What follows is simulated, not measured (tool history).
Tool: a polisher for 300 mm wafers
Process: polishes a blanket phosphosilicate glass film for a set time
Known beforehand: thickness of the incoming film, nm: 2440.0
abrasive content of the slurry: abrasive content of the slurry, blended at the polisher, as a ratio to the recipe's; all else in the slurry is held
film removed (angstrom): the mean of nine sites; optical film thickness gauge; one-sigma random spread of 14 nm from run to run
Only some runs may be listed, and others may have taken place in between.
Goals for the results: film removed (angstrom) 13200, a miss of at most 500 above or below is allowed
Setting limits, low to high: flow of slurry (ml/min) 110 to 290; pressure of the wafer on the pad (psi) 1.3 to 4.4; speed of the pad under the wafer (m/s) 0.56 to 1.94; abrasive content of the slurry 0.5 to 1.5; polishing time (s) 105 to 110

run  hour  flow of slurry (ml/min)  pressure of the wafer on the pad (psi)  speed of the pad under the wafer (m/s)  abrasive content of the slurry  polishing time (s)  film removed (angstrom)
  1     0                      185                                     2.8                                    1.24                               1                 105                   9863.7
  2   3.1                      185                                     2.1                                    1.24                               1                 105                     8041
  3   5.3                      150                                     2.1                                    1.24                               1                 105                   7944.3
  4    14                      150                                     2.5                                    1.26                               1                 105                   8832.3
  5  16.6                      150                                       2                                    1.26                               1                 105                   7607.4
  6  24.7                      175                                       2                                    1.26                               1                 105                   7914.6
  7  30.8                      180                                     2.4                                    1.28                               1                 105                   8965.1
  8  31.6                      185                                     2.7                                    1.28                               1                 105                   9703.2
  9  35.1                      185                                     2.9                                    1.28                               1                 105                    10369
 10  43.6                      185                                     3.1                                    1.28                               1                 105                    10927
 11  45.3                      185                                     3.2                                    1.28                               1                 105                    11289
 12  52.7                      185                                     3.3                                    1.28                               1                 105                    11464
 13  59.7                      190                                     3.4                                    1.28                               1                 105                    11938
 14  65.6                      190                                     3.5                                    1.28                               1                 105                    12073
 15  67.1                      195                                     3.6                                    1.28                               1                 105                    12402
 16  75.4                      195                                     3.7                                    1.28                               1                 105                    12676

Exactly one of the 4 candidate moves below puts every result within its allowed miss. Which one?
  A  83.7                      165                                     3.1                                    1.46                            0.85                 110                        ?
  B  83.7                      175                                     3.5                                    1.26                             1.1                 105                        ?
  C  83.7                      185                                     3.6                                    1.14                            1.15                 108                        ?
  D  83.7                      210                                     3.7                                     1.3                               1                 109                        ?

move  film removed (angstrom)
   A                    11309
   B                    12278
   C                    12350
   D                    13341
A: moves away from the targets compared with the last run
B: moves away from the targets compared with the last run
C: moves away from the targets compared with the last run
D: every result within its allowed miss
Go with D: it meets all targets.

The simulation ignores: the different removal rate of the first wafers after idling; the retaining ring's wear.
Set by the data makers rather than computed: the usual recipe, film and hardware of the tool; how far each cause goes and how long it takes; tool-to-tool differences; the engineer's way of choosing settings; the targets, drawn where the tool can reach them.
